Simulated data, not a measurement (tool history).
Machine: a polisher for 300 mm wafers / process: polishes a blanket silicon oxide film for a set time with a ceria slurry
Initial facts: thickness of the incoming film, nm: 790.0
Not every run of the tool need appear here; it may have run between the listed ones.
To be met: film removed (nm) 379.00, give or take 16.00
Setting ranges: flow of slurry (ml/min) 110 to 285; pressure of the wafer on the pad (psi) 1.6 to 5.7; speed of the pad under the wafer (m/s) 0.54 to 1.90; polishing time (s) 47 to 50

| run | day | flow of slurry (ml/min) | pressure of the wafer on the pad (psi) | speed of the pad under the wafer (m/s) | polishing time (s) | film removed (nm) |
|---|---|---|---|---|---|---|
| 1 | 0.000 | 180 | 3.6 | 1.22 | 47 | 322.69 |
| 2 | 0.096 | 225 | 3.6 | 1.22 | 47 | 329.53 |
| 3 | 0.358 | 225 | 3.6 | 1.22 | 47 | 324.20 |
| 4 | 0.662 | 225 | 3.3 | 1.22 | 47 | 300.92 |
|  | 0.779 | head pressure recalibrated |
| 5 | 0.779 | 225 | 3.5 | 1.22 | 47 | 287.18 |
| 6 | 1.138 | 225 | 3.5 | 0.98 | 47 | 252.98 |
| 7 | 1.167 | 225 | 3.9 | 0.98 | 47 | 280.27 |
| 8 | 1.367 | 225 | 4.2 | 0.98 | 47 | 294.10 |
| 9 | 1.558 | 225 | 4.5 | 0.98 | 47 | 309.44 |
| 10 | 1.854 | 225 | 4.8 | 0.98 | 47 | 332.38 |

Pick the move, out of 5, that brings all results within their allowed miss; only one does.
| A | 2.150 | 230 | 4.4 | 0.88 | 47 | ? |
| B | 2.150 | 205 | 4.9 | 0.82 | 47 | ? |
| C | 2.150 | 235 | 5.0 | 1.06 | 48 | ? |
| D | 2.150 | 235 | 5.3 | 0.84 | 47 | ? |
| E | 2.150 | 245 | 4.6 | 0.86 | 48 | ? |

| move | film removed (nm) |
|---|---|
| A | 289.66 |
| B | 304.39 |
| C | 371.96 |
| D | 335.84 |
| E | 305.89 |
A: lands further from the targets than the last run did
B: lands further from the targets than the last run did
C: every result within its allowed miss
D: better than the last run, though not everything is in spec
E: lands further from the targets than the last run did
The right move is C.

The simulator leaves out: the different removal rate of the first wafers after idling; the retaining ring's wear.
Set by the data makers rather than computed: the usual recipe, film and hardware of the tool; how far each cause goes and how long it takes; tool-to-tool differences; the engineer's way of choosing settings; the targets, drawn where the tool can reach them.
